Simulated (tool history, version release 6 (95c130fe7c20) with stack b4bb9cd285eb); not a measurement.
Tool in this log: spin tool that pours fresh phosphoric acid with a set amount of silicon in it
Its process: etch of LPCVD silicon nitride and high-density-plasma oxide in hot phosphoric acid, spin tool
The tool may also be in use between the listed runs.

run,day,temperature setpoint of the liquid (°C),silicon dissolved in the acid as it is poured (mg a litre),time under the liquid (s),thickness taken off the LPCVD silicon nitride on a monitor wafer (Å),thickness taken off the high-density-plasma oxide on a monitor wafer (Å)
1,0,164,8.5,180,168.58,8.776
2,0.05,163.5,7.5,175,163.56,8.5882
3,0.092,165.5,7.5,175,169.51,10.4
4,0.15,165.5,4,175,172.67,10.655
# day 0.283: thermometer replaced
5,0.283,165,4.5,165,171.88,10.982
6,0.621,165,1,165,173.45,11.886

Expected results for the next run?
7,0.85,165,2.5,160,?,?

thickness taken off the LPCVD silicon nitride on a monitor wafer (Å): 169.28
thickness taken off the high-density-plasma oxide on a monitor wafer (Å): 11.134
